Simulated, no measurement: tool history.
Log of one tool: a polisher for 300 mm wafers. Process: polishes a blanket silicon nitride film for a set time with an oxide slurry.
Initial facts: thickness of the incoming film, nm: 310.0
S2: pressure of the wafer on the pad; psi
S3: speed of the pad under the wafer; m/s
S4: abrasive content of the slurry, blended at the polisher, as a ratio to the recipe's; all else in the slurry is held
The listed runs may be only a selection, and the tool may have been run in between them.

Run 1, hour 0: flow of slurry (ml/min) 200, S2 3.6 psi, S3 0.86 m/s, S4 1, polishing time (s) 59. Result: film removed (angstrom) 351.48.
Run 2, hour 8.7: flow of slurry (ml/min) 200, S2 3.6 psi, S3 0.86 m/s, S4 1, polishing time (s) 61. Result: film removed (angstrom) 358.9.
Run 3, hour 10.4: flow of slurry (ml/min) 200, S2 3.6 psi, S3 1.04 m/s, S4 1, polishing time (s) 61. Result: film removed (angstrom) 411.18.
Run 4, hour 15.3: flow of slurry (ml/min) 200, S2 3.6 psi, S3 0.88 m/s, S4 1, polishing time (s) 61. Result: film removed (angstrom) 367.65.
Run 5, hour 24: flow of slurry (ml/min) 200, S2 3.1 psi, S3 0.88 m/s, S4 1, polishing time (s) 61. Result: film removed (angstrom) 319.94.
Run 6, hour 30.1: flow of slurry (ml/min) 200, S2 2.7 psi, S3 0.88 m/s, S4 1, polishing time (s) 61. Result: film removed (angstrom) 280.24.
Run 7, hour 38.1: flow of slurry (ml/min) 190, S2 1.7 psi, S3 0.86 m/s, S4 1, polishing time (s) 61. Result: film removed (angstrom) 176.74.
Run 8, hour 40.3: flow of slurry (ml/min) 205, S2 1.7 psi, S3 0.86 m/s, S4 1, polishing time (s) 61. Result: film removed (angstrom) 175.81.
Run 9, hour 41.6: flow of slurry (ml/min) 205, S2 1.8 psi, S3 0.86 m/s, S4 1, polishing time (s) 61. Result: film removed (angstrom) 188.21.

Forecast run 10:
Run 10, hour 43.5: flow of slurry (ml/min) 210, S2 1.8 psi, S3 0.86 m/s, S4 1, polishing time (s) 61. Result: film removed (angstrom) ?.

Run 10 yielded film removed (angstrom) 186.23.
